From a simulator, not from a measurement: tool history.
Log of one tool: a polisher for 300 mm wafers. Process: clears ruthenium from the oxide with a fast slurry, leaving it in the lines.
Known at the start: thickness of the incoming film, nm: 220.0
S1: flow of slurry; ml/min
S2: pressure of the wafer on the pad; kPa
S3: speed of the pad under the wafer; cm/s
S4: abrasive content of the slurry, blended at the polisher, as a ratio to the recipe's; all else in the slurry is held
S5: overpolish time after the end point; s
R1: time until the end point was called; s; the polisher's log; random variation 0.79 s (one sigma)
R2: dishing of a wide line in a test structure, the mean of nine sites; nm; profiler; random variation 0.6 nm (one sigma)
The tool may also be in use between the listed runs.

run,day,S1,S2,S3,S4,S5,R1,R2
1,0,230,20.7,78,1,18,61.004,35.219
2,0.333,230,17.2,78,1,18,74.046,31.429
3,0.512,230,18.6,78,1,18,65.58,33.459
4,0.65,230,18.6,78,1,23,67.014,36.873
5,0.8,200,18.6,78,1,23,67.683,36.704
6,0.971,200,20,78,1,22,63.058,36.274

The next listed run, before its measurement:
7,1.017,205,21.4,78,1,22,?,?

Run 7 gave R1 58.397 s, R2 36.987 nm.

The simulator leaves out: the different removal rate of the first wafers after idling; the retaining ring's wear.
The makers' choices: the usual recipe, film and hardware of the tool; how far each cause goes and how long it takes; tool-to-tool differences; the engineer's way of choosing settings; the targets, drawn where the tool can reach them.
